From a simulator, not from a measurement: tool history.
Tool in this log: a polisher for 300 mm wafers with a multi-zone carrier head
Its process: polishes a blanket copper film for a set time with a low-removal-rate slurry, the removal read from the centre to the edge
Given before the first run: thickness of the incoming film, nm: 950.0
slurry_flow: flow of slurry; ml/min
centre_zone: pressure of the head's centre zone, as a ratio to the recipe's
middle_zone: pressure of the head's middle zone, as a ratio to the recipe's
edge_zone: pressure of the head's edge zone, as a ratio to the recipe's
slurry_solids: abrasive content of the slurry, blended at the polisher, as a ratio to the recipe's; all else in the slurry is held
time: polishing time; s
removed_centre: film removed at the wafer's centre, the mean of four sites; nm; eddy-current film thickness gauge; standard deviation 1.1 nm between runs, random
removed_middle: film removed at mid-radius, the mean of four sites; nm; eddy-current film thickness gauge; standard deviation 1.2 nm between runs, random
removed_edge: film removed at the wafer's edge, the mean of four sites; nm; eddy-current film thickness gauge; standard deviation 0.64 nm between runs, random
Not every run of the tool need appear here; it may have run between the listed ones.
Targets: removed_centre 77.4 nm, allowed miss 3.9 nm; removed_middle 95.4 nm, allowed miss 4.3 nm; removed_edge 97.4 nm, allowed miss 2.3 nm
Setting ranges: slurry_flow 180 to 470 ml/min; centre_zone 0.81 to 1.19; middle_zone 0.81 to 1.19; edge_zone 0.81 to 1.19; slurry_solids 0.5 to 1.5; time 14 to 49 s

{"run": 1, "day": 0.0, "slurry_flow": 300, "centre_zone": 1, "middle_zone": 1, "edge_zone": 1, "slurry_solids": 1, "time": 31, "removed_centre": 87.039, "removed_middle": 92.327, "removed_edge": 88.53}
{"run": 2, "day": 0.358, "slurry_flow": 300, "centre_zone": 1, "middle_zone": 0.94, "edge_zone": 1, "slurry_solids": 1, "time": 31, "removed_centre": 86.167, "removed_middle": 89.634, "removed_edge": 87.538}
{"run": 3, "day": 0.667, "slurry_flow": 300, "centre_zone": 0.94, "middle_zone": 0.94, "edge_zone": 1, "slurry_solids": 1, "time": 31, "removed_centre": 81.047, "removed_middle": 88.557, "removed_edge": 88.354}
{"run": 4, "day": 0.833, "slurry_flow": 300, "centre_zone": 0.94, "middle_zone": 0.88, "edge_zone": 1, "slurry_solids": 1, "time": 31, "removed_centre": 82.034, "removed_middle": 87.744, "removed_edge": 88.421}
{"run": 5, "day": 1.138, "slurry_flow": 250, "centre_zone": 0.94, "middle_zone": 0.88, "edge_zone": 1, "slurry_solids": 1, "time": 31, "removed_centre": 76.451, "removed_middle": 84.047, "removed_edge": 86.839}
{"run": 6, "day": 1.412, "slurry_flow": 250, "centre_zone": 0.94, "middle_zone": 0.88, "edge_zone": 0.93, "slurry_solids": 1, "time": 31, "removed_centre": 80.388, "removed_middle": 84.872, "removed_edge": 82.78}
{"run": 7, "day": 1.625, "slurry_flow": 260, "centre_zone": 0.93, "middle_zone": 0.89, "edge_zone": 0.95, "slurry_solids": 1, "time": 31, "removed_centre": 80.406, "removed_middle": 86.803, "removed_edge": 85.102}
{"run": 8, "day": 1.808, "slurry_flow": 270, "centre_zone": 0.92, "middle_zone": 0.9, "edge_zone": 0.97, "slurry_solids": 1, "time": 31, "removed_centre": 79.727, "removed_middle": 86.736, "removed_edge": 86.415}
{"run": 9, "day": 2.15, "slurry_flow": 280, "centre_zone": 0.91, "middle_zone": 0.92, "edge_zone": 0.98, "slurry_solids": 1, "time": 31, "removed_centre": 79.658, "removed_middle": 89.407, "removed_edge": 86.337}
{"run": 10, "day": 2.254, "slurry_flow": 285, "centre_zone": 0.9, "middle_zone": 0.92, "edge_zone": 1, "slurry_solids": 1, "time": 31, "removed_centre": 77.127, "removed_middle": 87.689, "removed_edge": 86.586}
{"run": 11, "day": 2.588, "slurry_flow": 295, "centre_zone": 0.9, "middle_zone": 0.93, "edge_zone": 1.02, "slurry_solids": 1.05, "time": 31, "removed_centre": 79.66, "removed_middle": 91.588, "removed_edge": 90.37}
{"run": 12, "day": 2.621, "slurry_flow": 300, "centre_zone": 0.89, "middle_zone": 0.93, "edge_zone": 1.03, "slurry_solids": 1.05, "time": 31, "removed_centre": 77.196, "removed_middle": 91.661, "removed_edge": 90.015}
{"run": 13, "day": 2.762, "slurry_flow": 305, "centre_zone": 0.89, "middle_zone": 0.93, "edge_zone": 1.04, "slurry_solids": 1.05, "time": 31, "removed_centre": 78.238, "removed_middle": 90.427, "removed_edge": 90.024}
{"run": 14, "day": 2.862, "slurry_flow": 310, "centre_zone": 0.89, "middle_zone": 0.93, "edge_zone": 1.06, "slurry_solids": 1.05, "time": 31, "removed_centre": 78.787, "removed_middle": 90.609, "removed_edge": 92.954}
{"run": 15, "day": 3.079, "slurry_flow": 315, "centre_zone": 0.88, "middle_zone": 0.94, "edge_zone": 1.07, "slurry_solids": 1.05, "time": 31, "removed_centre": 76.623, "removed_middle": 91.141, "removed_edge": 92.781}
{"run": 16, "day": 3.317, "slurry_flow": 315, "centre_zone": 0.88, "middle_zone": 0.94, "edge_zone": 1.07, "slurry_solids": 1.05, "time": 31, "removed_centre": 76.964, "removed_middle": 91.018, "removed_edge": 93.792}
{"run": 17, "day": 3.625, "slurry_flow": 320, "centre_zone": 0.88, "middle_zone": 0.95, "edge_zone": 1.07, "slurry_solids": 1.05, "time": 31, "removed_centre": 76.031, "removed_middle": 92.128, "removed_edge": 92.519}

Consider the 5 candidate settings below. Which is the only one whose results all fall within their allowed miss of target?
{"run": "A", "day": 3.933, "slurry_flow": 350, "centre_zone": 0.89, "middle_zone": 1.06, "edge_zone": 0.95, "slurry_solids": 1.3, "time": 28, "removed_centre": "?", "removed_middle": "?", "removed_edge": "?"}
{"run": "B", "day": 3.933, "slurry_flow": 360, "centre_zone": 0.81, "middle_zone": 1.06, "edge_zone": 1.02, "slurry_solids": 1.1, "time": 33, "removed_centre": "?", "removed_middle": "?", "removed_edge": "?"}
{"run": "C", "day": 3.933, "slurry_flow": 405, "centre_zone": 0.87, "middle_zone": 0.97, "edge_zone": 1.14, "slurry_solids": 1.05, "time": 31, "removed_centre": "?", "removed_middle": "?", "removed_edge": "?"}
{"run": "D", "day": 3.933, "slurry_flow": 320, "centre_zone": 0.81, "middle_zone": 1.14, "edge_zone": 1.04, "slurry_solids": 1, "time": 31, "removed_centre": "?", "removed_middle": "?", "removed_edge": "?"}
{"run": "E", "day": 3.933, "slurry_flow": 290, "centre_zone": 0.81, "middle_zone": 1.03, "edge_zone": 1.06, "slurry_solids": 1.05, "time": 31, "removed_centre": "?", "removed_middle": "?", "removed_edge": "?"}

move=A removed_centre=76.705 removed_middle=96.101 removed_edge=83.528
move=B removed_centre=78.98 removed_middle=108.83 removed_edge=97.781
move=C removed_centre=79.592 removed_middle=96.97 removed_edge=96.755
move=D removed_centre=71.556 removed_middle=102.94 removed_edge=89.664
move=E removed_centre=71.601 removed_middle=97.274 removed_edge=91.023
A: lands further from the targets than the last run did
B: the worst result of the last run now meets its target, but another is out of spec
C: all results land within tolerance of their targets
D: lands further from the targets than the last run did
E: lands further from the targets than the last run did
So the answer is move C, the one that meets all the targets.

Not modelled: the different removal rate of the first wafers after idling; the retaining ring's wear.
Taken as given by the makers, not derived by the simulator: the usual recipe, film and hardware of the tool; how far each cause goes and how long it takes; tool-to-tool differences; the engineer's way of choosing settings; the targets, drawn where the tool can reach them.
